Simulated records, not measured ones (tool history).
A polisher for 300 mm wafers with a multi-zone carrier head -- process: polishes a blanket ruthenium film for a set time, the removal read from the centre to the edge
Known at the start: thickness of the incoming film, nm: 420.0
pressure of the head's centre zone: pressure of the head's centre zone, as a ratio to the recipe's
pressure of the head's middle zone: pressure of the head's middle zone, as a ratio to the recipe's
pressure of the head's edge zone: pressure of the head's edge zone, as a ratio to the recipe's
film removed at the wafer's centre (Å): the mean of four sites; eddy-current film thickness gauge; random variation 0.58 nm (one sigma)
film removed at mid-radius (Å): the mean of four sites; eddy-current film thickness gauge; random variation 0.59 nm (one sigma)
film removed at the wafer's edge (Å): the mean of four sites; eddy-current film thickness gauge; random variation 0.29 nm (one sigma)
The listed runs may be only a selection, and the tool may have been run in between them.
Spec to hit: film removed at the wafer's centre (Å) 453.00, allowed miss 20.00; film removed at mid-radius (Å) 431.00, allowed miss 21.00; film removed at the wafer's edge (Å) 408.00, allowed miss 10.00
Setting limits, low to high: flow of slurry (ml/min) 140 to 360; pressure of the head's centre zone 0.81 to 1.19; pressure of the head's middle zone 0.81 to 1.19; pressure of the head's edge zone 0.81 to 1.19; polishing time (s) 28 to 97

run,hour,flow of slurry (ml/min),pressure of the head's centre zone,pressure of the head's middle zone,pressure of the head's edge zone,polishing time (s),film removed at the wafer's centre (Å),film removed at mid-radius (Å),film removed at the wafer's edge (Å)
1,0.0,230,1.00,1.00,1.00,62,604.64,598.30,592.80
2,4.0,230,1.06,1.00,1.00,62,615.13,599.73,593.65
3,6.8,225,1.06,0.99,0.96,57,577.02,543.03,533.03
4,10.5,220,1.04,0.99,0.93,54,541.01,516.67,504.38
5,16.6,165,1.04,0.99,0.93,54,522.86,500.99,480.38
6,22.7,160,1.03,0.99,0.91,52,473.33,480.70,461.69
7,31.5,160,1.05,0.99,0.89,51,492.49,470.59,451.37
8,39.8,155,1.02,0.98,0.83,46,424.93,413.40,391.50
9,45.9,165,1.03,0.98,0.84,46,431.02,413.55,397.14
10,46.8,170,1.04,0.99,0.84,46,440.01,422.02,392.03

Which one of the following 5 next-run settings gets every result inside its allowed miss? There is exactly one.
A,47.7,150,1.01,0.84,0.85,50,?,?,?
B,47.7,210,1.10,0.94,0.84,44,?,?,?
C,47.7,190,0.95,1.04,0.83,43,?,?,?
D,47.7,215,1.01,0.95,0.81,47,?,?,?
E,47.7,155,1.08,1.12,0.82,44,?,?,?

move,film removed at the wafer's centre (Å),film removed at mid-radius (Å),film removed at the wafer's edge (Å)
A,452.53,392.87,426.20
B,455.18,397.96,385.95
C,383.01,418.34,371.08
D,450.65,430.34,406.55
E,427.11,442.39,369.16
A: takes the result that was furthest off past its target
B: misses by more than the last run did
C: misses by more than the last run did
D: each result inside its tolerance
E: misses by more than the last run did
Move D is the one to make.
